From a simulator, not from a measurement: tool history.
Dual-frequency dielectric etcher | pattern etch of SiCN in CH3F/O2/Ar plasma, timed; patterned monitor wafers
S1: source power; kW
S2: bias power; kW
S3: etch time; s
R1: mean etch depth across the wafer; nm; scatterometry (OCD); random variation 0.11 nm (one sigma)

run	hour	S1	S2	S3	R1
1	0	0.44	0.058	47	17.469
2	3.4	0.49	0.058	47	18.174
3	11.3	0.49	0.058	43.5	16.869
4	12.7	0.41	0.058	43.5	15.694
5	17.7	0.44	0.058	43.5	16.147
6	19.5	0.44	0.063	43.5	16.576
7	23.9	0.44	0.063	43.5	16.573
8	31.6	0.44	0.063	43.5	16.574
9	33.2	0.46	0.064	43.5	17.119
10	37.6	0.47	0.064	43.5	16.877
11	40.6	0.49	0.065	43.5	17.283
12	42.8	0.5	0.066	43.5	17.44
13	47.8	0.51	0.067	43.5	17.704
14	54	0.52	0.068	43.5	18.07
15	57	0.53	0.068	43.5	18.126
16	59.6	0.54	0.068	43.5	18.263
17	67.4	0.55	0.068	43.5	18.213
18	75.3	0.56	0.069	43.5	18.397

Run 19 comes next. What will it give?
19	76.8	0.57	0.069	43.5	?

R1: 18.727 nm

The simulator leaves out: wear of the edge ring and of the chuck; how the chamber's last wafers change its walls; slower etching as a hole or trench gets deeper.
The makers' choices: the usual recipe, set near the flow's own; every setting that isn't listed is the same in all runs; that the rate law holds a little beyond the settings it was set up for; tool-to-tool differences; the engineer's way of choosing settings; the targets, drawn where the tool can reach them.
